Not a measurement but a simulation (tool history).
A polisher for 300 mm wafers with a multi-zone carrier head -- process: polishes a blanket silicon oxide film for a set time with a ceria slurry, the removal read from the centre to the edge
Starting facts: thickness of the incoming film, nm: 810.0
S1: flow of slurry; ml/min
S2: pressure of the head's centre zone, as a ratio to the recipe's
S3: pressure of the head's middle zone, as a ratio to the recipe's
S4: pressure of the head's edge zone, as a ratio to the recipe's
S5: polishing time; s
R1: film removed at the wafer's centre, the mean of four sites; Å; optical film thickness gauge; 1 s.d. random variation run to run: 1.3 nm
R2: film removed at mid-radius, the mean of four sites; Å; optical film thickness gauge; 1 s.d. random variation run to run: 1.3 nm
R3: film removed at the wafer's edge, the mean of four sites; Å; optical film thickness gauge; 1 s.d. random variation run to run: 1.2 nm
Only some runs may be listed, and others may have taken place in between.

run  hour   S1    S2    S3  S4  S5      R1      R2      R3
  1     0  245     1     1   1  44  1468.9  1479.7    1484
  2   5.6  240     1  0.98   1  44  1447.1    1448  1484.4
  3   9.3  235  1.01  0.96   1  44  1470.7  1426.2  1464.4
  4  14.8  235  1.01  0.96   1  52  1755.3  1677.2  1723.3
  5  15.8  230  1.01  0.94   1  51  1696.9  1629.5    1712
  6  19.1  230  1.01  0.94   1  59  1993.3  1862.3  1986.9
  7  21.3  225  1.01  0.92   1  57  1874.8  1771.1  1895.8

Predict the results of run 8:
  8  28.4  225  1.02  0.91   1  55   ?   ?   ?

Run 8 gave R1 1846.5 Å, R2 1688.4 Å, R3 1825.2 Å.

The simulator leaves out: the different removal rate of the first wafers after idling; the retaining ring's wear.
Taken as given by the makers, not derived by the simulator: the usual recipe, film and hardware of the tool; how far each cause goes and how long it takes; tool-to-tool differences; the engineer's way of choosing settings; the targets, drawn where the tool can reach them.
